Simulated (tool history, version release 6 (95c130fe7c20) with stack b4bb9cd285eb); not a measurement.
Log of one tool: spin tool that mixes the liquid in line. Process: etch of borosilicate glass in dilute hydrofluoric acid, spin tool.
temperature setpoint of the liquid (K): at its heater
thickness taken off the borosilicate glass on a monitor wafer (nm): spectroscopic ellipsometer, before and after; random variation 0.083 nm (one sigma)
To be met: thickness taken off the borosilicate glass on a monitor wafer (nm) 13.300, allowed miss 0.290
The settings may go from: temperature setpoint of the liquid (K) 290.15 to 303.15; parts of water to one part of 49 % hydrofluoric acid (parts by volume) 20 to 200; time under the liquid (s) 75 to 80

run	hour	temperature setpoint of the liquid (K)	parts of water to one part of 49 % hydrofluoric acid (parts by volume)	time under the liquid (s)	thickness taken off the borosilicate glass on a monitor wafer (nm)
1	0.0	295.15	110	75	17.146
2	6.6	295.15	95	75	20.288
3	8.5	294.65	100	75	18.690
4	14.1	294.15	100	75	18.089
5	17.6	293.65	100	75	18.084
6	26.1	293.65	100	80	19.297
7	30.7	293.15	100	80	18.829
8	34.0	292.65	100	80	18.631
9	37.0	292.65	100	80	18.512
10	41.5	292.15	100	80	17.913
11	48.7	291.15	110	80	15.578

Which of these 5 next moves meets every target?
A	55.9	291.65	95	80	?
B	55.9	290.15	115	75	?
C	55.9	291.15	100	80	?
D	55.9	292.15	120	80	?
E	55.9	290.65	125	75	?

move	thickness taken off the borosilicate glass on a monitor wafer (nm)
A	18.833
B	13.415
C	17.428
D	14.819
E	12.473
A: further off than the last run
B: meets every target
C: further off than the last run
D: nearer than the last run, and not there yet
E: takes the result that was furthest off past its target
Answer: B
